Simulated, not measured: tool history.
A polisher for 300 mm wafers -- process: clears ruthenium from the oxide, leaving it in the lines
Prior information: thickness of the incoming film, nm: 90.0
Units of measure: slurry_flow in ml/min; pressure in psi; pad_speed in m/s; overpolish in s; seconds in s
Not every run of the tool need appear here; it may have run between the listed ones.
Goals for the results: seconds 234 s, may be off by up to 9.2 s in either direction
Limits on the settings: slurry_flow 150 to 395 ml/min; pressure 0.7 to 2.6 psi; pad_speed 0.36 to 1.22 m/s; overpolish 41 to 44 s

run 1 hour=0 | slurry_flow=250 pressure=1.6 pad_speed=0.78 overpolish=41 | seconds=142.05
run 2 hour=8.5 | slurry_flow=200 pressure=1.6 pad_speed=0.78 overpolish=41 | seconds=145.51
run 3 hour=16.9 | slurry_flow=200 pressure=1.5 pad_speed=0.78 overpolish=41 | seconds=153.83
run 4 hour=18.8 | slurry_flow=170 pressure=1.5 pad_speed=0.78 overpolish=41 | seconds=155.34
-- hour=20.3 worn pad replaced by a new one
run 5 hour=20.3 | slurry_flow=170 pressure=1.4 pad_speed=0.78 overpolish=41 | seconds=147.31
run 6 hour=23.2 | slurry_flow=170 pressure=1.7 pad_speed=0.78 overpolish=41 | seconds=125.48
run 7 hour=28.3 | slurry_flow=180 pressure=1.6 pad_speed=0.78 overpolish=41 | seconds=132.56
run 8 hour=29.7 | slurry_flow=195 pressure=1.5 pad_speed=0.78 overpolish=41 | seconds=134.72
run 9 hour=37.1 | slurry_flow=195 pressure=1.4 pad_speed=0.74 overpolish=41 | seconds=152.71
run 10 hour=43.3 | slurry_flow=195 pressure=0.9 pad_speed=0.72 overpolish=41 | seconds=222.37

Exactly one of the 5 candidate moves below puts every result within its allowed miss. Which one?
run A hour=49.5 | slurry_flow=150 pressure=0.9 pad_speed=0.76 overpolish=44 | seconds=?
run B hour=49.5 | slurry_flow=270 pressure=1.2 pad_speed=0.52 overpolish=44 | seconds=?
run C hour=49.5 | slurry_flow=185 pressure=0.9 pad_speed=0.82 overpolish=43 | seconds=?
run D hour=49.5 | slurry_flow=230 pressure=0.9 pad_speed=0.72 overpolish=44 | seconds=?
run E hour=49.5 | slurry_flow=200 pressure=1 pad_speed=0.72 overpolish=44 | seconds=?

move=A seconds=211.85
move=B seconds=231.04
move=C seconds=192.8
move=D seconds=213.99
move=E seconds=200.46
A: its largest miss is bigger than the last run's
B: all results in spec
C: its largest miss is bigger than the last run's
D: its largest miss is bigger than the last run's
E: its largest miss is bigger than the last run's
The right move is B.

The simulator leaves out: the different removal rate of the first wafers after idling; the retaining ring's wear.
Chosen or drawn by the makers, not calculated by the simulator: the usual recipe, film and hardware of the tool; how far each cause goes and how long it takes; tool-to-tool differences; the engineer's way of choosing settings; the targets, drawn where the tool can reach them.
